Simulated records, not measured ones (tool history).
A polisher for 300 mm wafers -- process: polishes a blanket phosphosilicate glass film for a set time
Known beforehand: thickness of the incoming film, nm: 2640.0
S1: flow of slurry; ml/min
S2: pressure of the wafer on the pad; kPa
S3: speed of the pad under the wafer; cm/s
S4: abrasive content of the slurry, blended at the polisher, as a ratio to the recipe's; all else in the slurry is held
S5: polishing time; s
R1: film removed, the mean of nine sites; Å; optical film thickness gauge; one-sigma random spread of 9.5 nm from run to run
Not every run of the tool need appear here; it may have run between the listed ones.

Run 1, hour 0.0: S1 205 ml/min, S2 19.3 kPa, S3 104 cm/s, S4 1.0, S5 57 s. Result: R1 4500.6 Å.
Run 2, hour 4.9: S1 205 ml/min, S2 22.1 kPa, S3 106 cm/s, S4 1.0, S5 57 s. Result: R1 4917.6 Å.
Run 3, hour 6.8: S1 250 ml/min, S2 22.1 kPa, S3 106 cm/s, S4 1.0, S5 57 s. Result: R1 5143.1 Å.
Run 4, hour 13.6: S1 250 ml/min, S2 24.8 kPa, S3 110 cm/s, S4 1.0, S5 57 s. Result: R1 5809.5 Å.
Run 5, hour 14.4: S1 250 ml/min, S2 24.8 kPa, S3 96 cm/s, S4 1.0, S5 57 s. Result: R1 5116.8 Å.
Run 6, hour 21.3: S1 250 ml/min, S2 24.8 kPa, S3 80 cm/s, S4 1.0, S5 57 s. Result: R1 4524.2 Å.
Run 7, hour 24.8: S1 250 ml/min, S2 26.2 kPa, S3 92 cm/s, S4 1.0, S5 57 s. Result: R1 5289.6 Å.
Run 8, hour 29.8: S1 250 ml/min, S2 27.6 kPa, S3 100 cm/s, S4 1.0, S5 57 s. Result: R1 5801.1 Å.

Run 9 comes next. What will it give?
Run 9, hour 36.3: S1 250 ml/min, S2 28.3 kPa, S3 106 cm/s, S4 1.0, S5 57 s. Result: R1 ?.

Run 9 came out at R1 6254.9 Å.
